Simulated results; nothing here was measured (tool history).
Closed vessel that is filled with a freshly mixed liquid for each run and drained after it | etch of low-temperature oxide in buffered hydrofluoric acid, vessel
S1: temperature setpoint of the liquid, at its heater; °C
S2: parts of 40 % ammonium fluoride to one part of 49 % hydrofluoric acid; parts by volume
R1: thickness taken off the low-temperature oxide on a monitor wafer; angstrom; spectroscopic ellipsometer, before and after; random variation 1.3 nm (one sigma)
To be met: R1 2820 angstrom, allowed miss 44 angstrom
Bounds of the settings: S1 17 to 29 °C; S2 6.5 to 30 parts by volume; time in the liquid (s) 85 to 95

{"run": 1, "hour": 0.0, "S1": 21, "S2": 18.5, "time in the liquid (s)": 85, "R1": 1618.7}
{"run": 2, "hour": 8.6, "S1": 21, "S2": 18.5, "time in the liquid (s)": 95, "R1": 1815.7}
{"run": 3, "hour": 14.1, "S1": 21, "S2": 23.5, "time in the liquid (s)": 95, "R1": 1516.1}
{"run": 4, "hour": 19.4, "S1": 22, "S2": 23, "time in the liquid (s)": 95, "R1": 1607.8}
{"run": 5, "hour": 23.9, "S1": 23, "S2": 22.5, "time in the liquid (s)": 95, "R1": 1723.8}
{"run": 6, "hour": 31.6, "S1": 23, "S2": 22.5, "time in the liquid (s)": 85, "R1": 1553.4}
{"run": 7, "hour": 36.1, "S1": 23.5, "S2": 22, "time in the liquid (s)": 85, "R1": 1614.6}
{"run": 8, "hour": 40.7, "S1": 23.5, "S2": 22, "time in the liquid (s)": 85, "R1": 1613.5}
{"run": 9, "hour": 49.2, "S1": 24, "S2": 21.5, "time in the liquid (s)": 85, "R1": 1690.3}
{"run": 10, "hour": 57.1, "S1": 24.5, "S2": 21, "time in the liquid (s)": 85, "R1": 1759.8}
{"run": 11, "hour": 60.7, "S1": 25, "S2": 20.5, "time in the liquid (s)": 85, "R1": 1836.4}
{"run": 12, "hour": 66.6, "S1": 25.5, "S2": 20, "time in the liquid (s)": 85, "R1": 1925.3}
{"run": 13, "hour": 74.4, "S1": 26, "S2": 19.5, "time in the liquid (s)": 85, "R1": 2032.4}

Which of these 4 next moves meets every target?
{"run": "A", "hour": 82.2, "S1": 27, "S2": 16.5, "time in the liquid (s)": 95, "R1": "?"}
{"run": "B", "hour": 82.2, "S1": 28, "S2": 18, "time in the liquid (s)": 95, "R1": "?"}
{"run": "C", "hour": 82.2, "S1": 26, "S2": 15, "time in the liquid (s)": 95, "R1": "?"}
{"run": "D", "hour": 82.2, "S1": 27, "S2": 17, "time in the liquid (s)": 95, "R1": "?"}

move=A R1=2816.1
move=B R1=2727.2
move=C R1=2930.6
move=D R1=2734.6
A: meets every target
B: nearer than the last run, and not there yet
C: takes the result that was furthest off past its target
D: nearer than the last run, and not there yet
The right move is A.
